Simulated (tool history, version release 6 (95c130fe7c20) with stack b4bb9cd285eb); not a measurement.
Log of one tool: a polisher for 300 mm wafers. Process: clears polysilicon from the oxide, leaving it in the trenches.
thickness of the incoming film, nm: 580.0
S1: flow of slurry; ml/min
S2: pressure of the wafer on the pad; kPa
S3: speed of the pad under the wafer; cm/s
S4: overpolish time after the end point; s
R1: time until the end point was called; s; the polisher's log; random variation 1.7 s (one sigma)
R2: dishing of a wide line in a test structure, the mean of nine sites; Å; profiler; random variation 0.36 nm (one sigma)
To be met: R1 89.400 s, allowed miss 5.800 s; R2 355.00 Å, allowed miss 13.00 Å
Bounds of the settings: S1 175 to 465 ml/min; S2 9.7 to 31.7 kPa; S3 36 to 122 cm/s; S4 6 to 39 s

run	hour	S1	S2	S3	S4	R1	R2
1	0.0	295	20.7	78	20	46.732	437.09
2	1.8	295	24.1	78	20	40.388	434.71
3	6.4	285	23.4	74	19	44.350	430.95
4	11.8	285	23.4	58	19	55.825	420.71
5	13.2	285	23.4	40	19	78.876	414.75
6	14.1	275	23.4	40	18	77.623	413.78
7	21.6	265	23.4	40	17	77.866	409.07
8	25.6	180	21.4	38	7	92.930	261.27
9	34.1	195	21.4	38	7	95.018	266.30
10	40.7	195	21.4	38	7	93.234	267.20
11	47.6	210	21.4	38	7	92.443	264.93
12	54.2	220	21.4	38	8	93.599	291.12
13	62.1	230	21.4	38	8	92.441	289.15
14	63.8	175	22.8	40	18	88.425	403.40
15	65.3	175	22.1	42	16	82.637	397.20
16	70.1	185	21.4	40	14	90.490	375.66
17	75.1	185	22.1	38	14	91.312	372.32

Which of these 5 next moves meets every target?
A	80.1	245	17.9	46	12	?	?
B	80.1	225	20.0	40	19	?	?
C	80.1	185	22.8	40	15	?	?
D	80.1	175	19.3	38	12	?	?
E	80.1	210	22.1	44	8	?	?

move	R1	R2
A	90.579	354.24
B	93.810	403.46
C	84.524	390.50
D	104.720	333.17
E	78.474	315.18
A: meets every target
B: further off than the last run
C: further off than the last run
D: takes the result that was furthest off past its target
E: takes the result that was furthest off past its target
The right move is A.
